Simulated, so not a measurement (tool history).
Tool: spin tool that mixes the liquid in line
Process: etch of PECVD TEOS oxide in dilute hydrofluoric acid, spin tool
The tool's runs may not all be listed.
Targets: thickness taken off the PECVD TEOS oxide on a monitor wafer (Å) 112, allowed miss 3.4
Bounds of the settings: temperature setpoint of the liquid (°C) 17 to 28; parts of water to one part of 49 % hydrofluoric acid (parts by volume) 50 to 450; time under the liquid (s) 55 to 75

run,day,temperature setpoint of the liquid (°C),parts of water to one part of 49 % hydrofluoric acid (parts by volume),time under the liquid (s),thickness taken off the PECVD TEOS oxide on a monitor wafer (Å)
1,0,20,250,75,31.474
2,0.229,20,250,55,23.325
3,0.467,21.5,250,55,24.62
4,0.562,25,250,55,27.563
5,0.867,25.5,205,60,39.379
6,0.962,25.5,205,75,48.513
7,1.267,26,180,75,58.184
8,1.462,26.5,160,75,68.857
9,1.779,27,145,75,77.084
10,1.812,27,135,75,85.712
11,2.092,27,130,75,90.186
12,2.242,27,125,75,93.497
13,2.467,27,120,75,98.33
14,2.55,27,115,75,102.21
15,2.688,27,115,75,102.18

5 next moves are on the table. One of them brings every result within its allowed miss. Which?
A,2.825,27,100,75,?
B,2.825,28,105,75,?
C,2.825,26.5,100,75,?
D,2.825,25.5,95,75,?
E,2.825,23.5,95,75,?

move,thickness taken off the PECVD TEOS oxide on a monitor wafer (Å)
A,122.48
B,120.4
C,120.14
D,122.42
E,113.1
A: takes the result that was furthest off past its target
B: takes the result that was furthest off past its target
C: takes the result that was furthest off past its target
D: takes the result that was furthest off past its target
E: meets every target
The right move is E.
